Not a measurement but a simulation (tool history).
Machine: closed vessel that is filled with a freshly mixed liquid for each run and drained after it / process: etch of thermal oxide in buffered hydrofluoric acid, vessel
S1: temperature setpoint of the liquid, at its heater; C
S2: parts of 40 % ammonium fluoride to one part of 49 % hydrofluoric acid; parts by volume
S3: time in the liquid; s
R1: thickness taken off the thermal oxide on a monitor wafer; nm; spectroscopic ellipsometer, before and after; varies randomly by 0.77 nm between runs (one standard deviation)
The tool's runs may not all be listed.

Run 1, hour 0: S1 23 C, S2 8.5 parts by volume, S3 100 s. Result: R1 124.62 nm.
Run 2, hour 1.4: S1 23 C, S2 6.5 parts by volume, S3 100 s. Result: R1 161.11 nm.
Run 3, hour 9.5: S1 21.5 C, S2 7 parts by volume, S3 100 s. Result: R1 139.09 nm.
Run 4, hour 11.4: S1 21.5 C, S2 8.5 parts by volume, S3 100 s. Result: R1 113.99 nm.
Run 5, hour 15: S1 20.5 C, S2 8.5 parts by volume, S3 100 s. Result: R1 107.65 nm.
Run 6, hour 19: S1 20.5 C, S2 8.5 parts by volume, S3 110 s. Result: R1 118.54 nm.

Run 7, settings as shown, results not yet in. Your forecast:
Run 7, hour 23.3: S1 19.5 C, S2 9 parts by volume, S3 110 s. Result: R1 ?.

{"run 7": {"R1": 105.5}}
